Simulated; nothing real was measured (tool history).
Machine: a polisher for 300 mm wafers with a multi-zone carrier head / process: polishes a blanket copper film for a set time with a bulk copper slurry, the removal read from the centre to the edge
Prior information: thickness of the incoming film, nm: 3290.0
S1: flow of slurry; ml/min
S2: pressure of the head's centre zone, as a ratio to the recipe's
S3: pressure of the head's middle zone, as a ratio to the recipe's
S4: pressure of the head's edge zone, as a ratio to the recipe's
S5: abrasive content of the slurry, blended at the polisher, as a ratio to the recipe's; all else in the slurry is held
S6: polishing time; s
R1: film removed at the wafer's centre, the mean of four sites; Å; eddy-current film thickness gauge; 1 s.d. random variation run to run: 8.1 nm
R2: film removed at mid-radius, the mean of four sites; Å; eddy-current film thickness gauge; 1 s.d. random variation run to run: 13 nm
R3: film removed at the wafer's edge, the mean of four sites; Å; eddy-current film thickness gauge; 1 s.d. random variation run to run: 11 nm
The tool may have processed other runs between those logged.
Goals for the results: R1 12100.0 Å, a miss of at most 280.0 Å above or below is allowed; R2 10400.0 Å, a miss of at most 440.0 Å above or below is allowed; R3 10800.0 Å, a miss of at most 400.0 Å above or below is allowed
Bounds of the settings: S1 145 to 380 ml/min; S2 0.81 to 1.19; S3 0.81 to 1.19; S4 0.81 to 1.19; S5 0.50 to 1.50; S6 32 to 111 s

Run 1, hour 0.0: S1 245 ml/min, S2 1.00, S3 1.00, S4 1.00, S5 1.00, S6 71 s. Result: R1 8912.3 Å, R2 8803.0 Å, R3 8950.9 Å.
Run 2, hour 3.6: S1 245 ml/min, S2 1.00, S3 1.08, S4 1.00, S5 1.00, S6 71 s. Result: R1 8855.4 Å, R2 9310.1 Å, R3 8870.9 Å.
Run 3, hour 12.2: S1 245 ml/min, S2 1.00, S3 1.08, S4 1.00, S5 1.00, S6 89 s. Result: R1 11039.0 Å, R2 11568.0 Å, R3 11259.0 Å.
Run 4, hour 16.1: S1 245 ml/min, S2 1.00, S3 1.08, S4 1.00, S5 1.15, S6 89 s. Result: R1 11445.0 Å, R2 11865.0 Å, R3 11247.0 Å.
Run 5, hour 19.5: S1 245 ml/min, S2 1.01, S3 1.06, S4 0.99, S5 1.15, S6 89 s. Result: R1 11396.0 Å, R2 11738.0 Å, R3 11234.0 Å.
Run 6, hour 25.5: S1 245 ml/min, S2 1.01, S3 1.02, S4 0.99, S5 1.15, S6 89 s. Result: R1 11574.0 Å, R2 11454.0 Å, R3 11204.0 Å.
Run 7, hour 29.8: S1 245 ml/min, S2 1.02, S3 1.01, S4 0.99, S5 1.15, S6 89 s. Result: R1 11645.0 Å, R2 11380.0 Å, R3 11034.0 Å.
Run 8, hour 31.8: S1 250 ml/min, S2 1.07, S3 0.91, S4 1.00, S5 1.10, S6 89 s. Result: R1 12203.0 Å, R2 10905.0 Å, R3 11232.0 Å.

Exactly one of the 4 candidate moves below puts every result within its allowed miss. Which one?
Run A, hour 33.8: S1 190 ml/min, S2 1.03, S3 0.88, S4 1.01, S5 1.15, S6 95 s. Result: R1 ?, R2 ?, R3 ?.
Run B, hour 33.8: S1 280 ml/min, S2 1.14, S3 0.89, S4 0.97, S5 1.20, S6 86 s. Result: R1 ?, R2 ?, R3 ?.
Run C, hour 33.8: S1 255 ml/min, S2 1.09, S3 0.89, S4 0.98, S5 1.15, S6 86 s. Result: R1 ?, R2 ?, R3 ?.
Run D, hour 33.8: S1 255 ml/min, S2 1.17, S3 0.88, S4 1.11, S5 0.80, S6 79 s. Result: R1 ?, R2 ?, R3 ?.

move       R1       R2       R3
   A  11945.0  10938.0  11822.0
   B  12723.0  10516.0  10987.0
   C  11954.0  10352.0  10883.0
   D  11265.0   9023.6  10046.0
A: moves away from the targets compared with the last run
B: gets the furthest-off result to its target, but another result is out of tolerance
C: meets every target
D: takes the biggest miss from the last run beyond its target
C meets every target.
